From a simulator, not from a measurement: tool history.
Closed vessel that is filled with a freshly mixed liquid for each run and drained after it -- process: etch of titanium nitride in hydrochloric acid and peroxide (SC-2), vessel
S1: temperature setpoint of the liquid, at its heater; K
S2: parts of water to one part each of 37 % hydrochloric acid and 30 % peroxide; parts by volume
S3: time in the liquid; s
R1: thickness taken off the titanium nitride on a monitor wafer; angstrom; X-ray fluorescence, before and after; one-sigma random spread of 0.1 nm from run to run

run,hour,S1,S2,S3,R1
1,0.0,333.15,8.5,1135,630.98
2,3.8,329.65,8.5,1135,505.82
3,11.7,327.15,8.5,1135,427.77
4,16.8,325.15,8.5,1135,377.92
5,25.5,325.15,8.5,1220,408.64
6,28.0,323.65,8.5,1220,367.13
7,36.7,322.65,8.5,1220,345.29
8,41.6,321.65,8.5,1220,321.36
9,46.9,321.15,8.5,1220,311.21
10,52.9,320.65,8.5,1220,299.42
11,55.1,320.15,8.5,1220,290.81

What will run 12 give?
12,56.3,319.65,8.5,1220,?

R1: 279.37 angstrom
